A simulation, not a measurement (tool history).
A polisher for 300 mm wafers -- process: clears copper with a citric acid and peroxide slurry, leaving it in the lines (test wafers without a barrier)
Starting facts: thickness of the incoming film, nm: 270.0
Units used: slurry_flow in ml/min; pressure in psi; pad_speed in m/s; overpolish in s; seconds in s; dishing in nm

run,hour,slurry_flow,pressure,pad_speed,slurry_solids,overpolish,seconds,dishing
1,0,275,2.7,1.08,1,29,128.39,32.363
2,0.6,275,2.7,1.08,1.1,29,132.11,32.411
3,6.7,235,2.7,1.08,1.1,29,134.62,33.17
4,15.6,300,2.7,1.08,1.1,29,128.57,32.755
5,19.9,290,2.5,1.08,1.15,31,141.37,32.755
6,28.8,290,2.5,1.08,1.25,31,137.27,32.952

What will run 7 give?
7,33.1,285,2.4,1.08,1.25,33,?,?

seconds: 147.24 s
dishing: 34.162 nm
